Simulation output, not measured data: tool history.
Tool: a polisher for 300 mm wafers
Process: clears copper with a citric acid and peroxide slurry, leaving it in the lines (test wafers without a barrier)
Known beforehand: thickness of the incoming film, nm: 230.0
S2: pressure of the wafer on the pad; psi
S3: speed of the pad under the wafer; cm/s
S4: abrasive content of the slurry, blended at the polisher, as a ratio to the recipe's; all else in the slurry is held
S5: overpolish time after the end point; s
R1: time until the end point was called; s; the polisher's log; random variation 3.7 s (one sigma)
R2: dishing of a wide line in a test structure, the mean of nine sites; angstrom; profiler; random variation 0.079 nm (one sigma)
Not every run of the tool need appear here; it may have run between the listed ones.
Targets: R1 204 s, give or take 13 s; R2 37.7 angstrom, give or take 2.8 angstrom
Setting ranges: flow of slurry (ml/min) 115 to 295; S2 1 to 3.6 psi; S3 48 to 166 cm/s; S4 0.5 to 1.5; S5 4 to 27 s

{"run": 1, "hour": 0.0, "flow of slurry (ml/min)": 190, "S2": 2.3, "S3": 106, "S4": 1, "S5": 14, "R1": 134.41, "R2": 196.74}
{"run": 2, "hour": 2.4, "flow of slurry (ml/min)": 190, "S2": 2.3, "S3": 106, "S4": 1, "S5": 9, "R1": 131.15, "R2": 123.83}
{"run": 3, "hour": 8.7, "flow of slurry (ml/min)": 190, "S2": 2.1, "S3": 104, "S4": 1, "S5": 8, "R1": 140.52, "R2": 105.05}
{"run": 4, "hour": 13.8, "flow of slurry (ml/min)": 190, "S2": 1.9, "S3": 102, "S4": 1, "S5": 7, "R1": 154.08, "R2": 81.846}
{"run": 5, "hour": 21.1, "flow of slurry (ml/min)": 190, "S2": 1.9, "S3": 122, "S4": 1, "S5": 7, "R1": 139.3, "R2": 96.085}
{"run": 6, "hour": 23.2, "flow of slurry (ml/min)": 190, "S2": 2.2, "S3": 122, "S4": 1, "S5": 7, "R1": 123.83, "R2": 107.55}
{"run": 7, "hour": 29.6, "flow of slurry (ml/min)": 195, "S2": 2, "S3": 116, "S4": 1.05, "S5": 6, "R1": 134.5, "R2": 81.529}
{"run": 8, "hour": 37.1, "flow of slurry (ml/min)": 195, "S2": 1.8, "S3": 112, "S4": 1.1, "S5": 6, "R1": 146.08, "R2": 75.602}
{"run": 9, "hour": 38.2, "flow of slurry (ml/min)": 200, "S2": 1.7, "S3": 108, "S4": 1.15, "S5": 6, "R1": 160.93, "R2": 72.922}
{"run": 10, "hour": 46.1, "flow of slurry (ml/min)": 150, "S2": 1.3, "S3": 102, "S4": 0.9, "S5": 4, "R1": 220.54, "R2": 34.276}

Exercise: of the 5 proposed moves below, exactly one satisfies all targets within the stated allowed misses. Which move is it?
{"run": "A", "hour": 54.0, "flow of slurry (ml/min)": 165, "S2": 1.4, "S3": 76, "S4": 0.85, "S5": 4, "R1": "?", "R2": "?"}
{"run": "B", "hour": 54.0, "flow of slurry (ml/min)": 150, "S2": 1.4, "S3": 104, "S4": 0.9, "S5": 4, "R1": "?", "R2": "?"}
{"run": "C", "hour": 54.0, "flow of slurry (ml/min)": 115, "S2": 1.2, "S3": 98, "S4": 1.05, "S5": 4, "R1": "?", "R2": "?"}
{"run": "D", "hour": 54.0, "flow of slurry (ml/min)": 135, "S2": 1.1, "S3": 106, "S4": 0.85, "S5": 4, "R1": "?", "R2": "?"}
{"run": "E", "hour": 54.0, "flow of slurry (ml/min)": 140, "S2": 1, "S3": 112, "S4": 0.85, "S5": 4, "R1": "?", "R2": "?"}

move=A R1=260.89 R2=29.155
move=B R1=209.56 R2=36.179
move=C R1=250.63 R2=30.313
move=D R1=250.19 R2=30.356
move=E R1=252.51 R2=30.069
A: its largest miss is bigger than the last run's
B: in spec on every target
C: its largest miss is bigger than the last run's
D: its largest miss is bigger than the last run's
E: its largest miss is bigger than the last run's
Go with B: it meets all targets.

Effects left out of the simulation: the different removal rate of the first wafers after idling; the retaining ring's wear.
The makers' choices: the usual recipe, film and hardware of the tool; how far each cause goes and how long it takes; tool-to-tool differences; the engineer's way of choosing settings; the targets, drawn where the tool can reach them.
